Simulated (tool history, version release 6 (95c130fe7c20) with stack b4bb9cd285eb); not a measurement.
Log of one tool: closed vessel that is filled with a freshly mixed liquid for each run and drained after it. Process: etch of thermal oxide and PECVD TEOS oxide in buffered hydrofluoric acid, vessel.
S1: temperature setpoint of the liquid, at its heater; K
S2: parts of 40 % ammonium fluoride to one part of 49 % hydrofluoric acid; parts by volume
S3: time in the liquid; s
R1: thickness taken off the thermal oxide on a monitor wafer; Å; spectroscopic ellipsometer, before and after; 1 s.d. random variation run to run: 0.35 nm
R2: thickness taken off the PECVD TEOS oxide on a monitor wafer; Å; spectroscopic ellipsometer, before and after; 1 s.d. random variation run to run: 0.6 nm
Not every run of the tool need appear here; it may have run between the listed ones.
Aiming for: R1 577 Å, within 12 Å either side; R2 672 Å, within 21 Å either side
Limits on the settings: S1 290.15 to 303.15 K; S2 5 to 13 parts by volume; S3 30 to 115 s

run 1 hour=0 | S1=295.15 S2=8 S3=60 | R1=758.23 R2=884.57
run 2 hour=5.2 | S1=295.15 S2=8 S3=80 | R1=1029.4 R2=1208.6
run 3 hour=8.2 | S1=295.15 S2=8 S3=90 | R1=1141.5 R2=1308.7
run 4 hour=16.7 | S1=295.15 S2=8 S3=110 | R1=1396.2 R2=1615.5
run 5 hour=17.5 | S1=295.15 S2=9 S3=110 | R1=1235.6 R2=1420.9
run 6 hour=24.1 | S1=294.65 S2=9.5 S3=110 | R1=1162.8 R2=1337.9
run 7 hour=30.4 | S1=294.15 S2=10 S3=110 | R1=1102.9 R2=1264.6
run 8 hour=33.8 | S1=293.65 S2=10.5 S3=110 | R1=1013.9 R2=1184.9
run 9 hour=39.2 | S1=293.15 S2=11 S3=110 | R1=938.7 R2=1082.7
run 10 hour=43.3 | S1=292.65 S2=11 S3=110 | R1=900.24 R2=1055.3
run 11 hour=51.9 | S1=291.65 S2=12 S3=105 | R1=754.55 R2=885.72
run 12 hour=59.6 | S1=291.15 S2=12.5 S3=100 | R1=682.2 R2=788.88
run 13 hour=67.1 | S1=290.65 S2=13 S3=95 | R1=598.44 R2=692.55

Exercise: of the 4 proposed moves below, exactly one satisfies all targets within the stated allowed misses. Which move is it?
run A hour=74.6 | S1=299.15 S2=13 S3=60 | R1=? R2=?
run B hour=74.6 | S1=294.15 S2=13 S3=80 | R1=? R2=?
run C hour=74.6 | S1=290.15 S2=13 S3=100 | R1=? R2=?
run D hour=74.6 | S1=291.15 S2=13 S3=90 | R1=? R2=?

move=A R1=602.35 R2=689.54
move=B R1=610.76 R2=699.17
move=C R1=609.23 R2=697.42
move=D R1=580.45 R2=664.48
A: its largest miss is bigger than the last run's
B: its largest miss is bigger than the last run's
C: its largest miss is bigger than the last run's
D: every result lands within tolerance
Answer: D
